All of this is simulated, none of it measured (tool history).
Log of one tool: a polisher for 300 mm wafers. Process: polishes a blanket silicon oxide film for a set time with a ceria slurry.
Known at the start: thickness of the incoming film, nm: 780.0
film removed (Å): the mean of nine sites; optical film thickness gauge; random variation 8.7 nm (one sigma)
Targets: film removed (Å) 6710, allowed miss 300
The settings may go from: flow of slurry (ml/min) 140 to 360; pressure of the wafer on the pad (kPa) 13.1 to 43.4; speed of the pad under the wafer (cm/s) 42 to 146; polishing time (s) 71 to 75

run    day  flow of slurry (ml/min)  pressure of the wafer on the pad (kPa)  speed of the pad under the wafer (cm/s)  polishing time (s)  film removed (Å)
  1      0                      230                                    28.3                                       94                  71            4333.2
  2  0.333                      230                                    28.3                                      110                  71            5065.1
  3    0.4                      230                                    28.3                                       96                  71            4395.6
  4  0.704                      230                                    30.3                                       96                  71            4555.4
  5  0.746                      230                                    30.3                                       96                  75            4939.2
  6  0.971                      230                                    30.3                                       76                  75            3868.1
  7  1.033                      230                                    32.4                                       78                  75            4249.3
  8  1.058                      230                                    34.5                                       80                  75            4513.2
  9  1.138                      230                                    35.9                                       82                  75            4722.1
 10  1.442                      230                                    37.2                                       84                  75            5169.7
 11  1.592                      230                                    43.4                                       86                  75            5787.3
 12  1.804                      230                                    43.4                                       88                  75            6108.8

Which of these 5 next moves meets every target?
  A  2.017                      300                                    43.4                                      106                  75                 ?
  B  2.017                      235                                      40                                      112                  72                 ?
  C  2.017                      205                                    43.4                                      114                  75                 ?
  D  2.017                      235                                    42.7                                       96                  71                 ?
  E  2.017                      140                                    38.6                                      104                  75                 ?

move  film removed (Å)
   A            7121.8
   B            6608.6
   C            7380.4
   D            5915.7
   E            5878.2
A: takes the result that was furthest off past its target
B: meets every target
C: takes the result that was furthest off past its target
D: further off than the last run
E: further off than the last run
The right move is B.
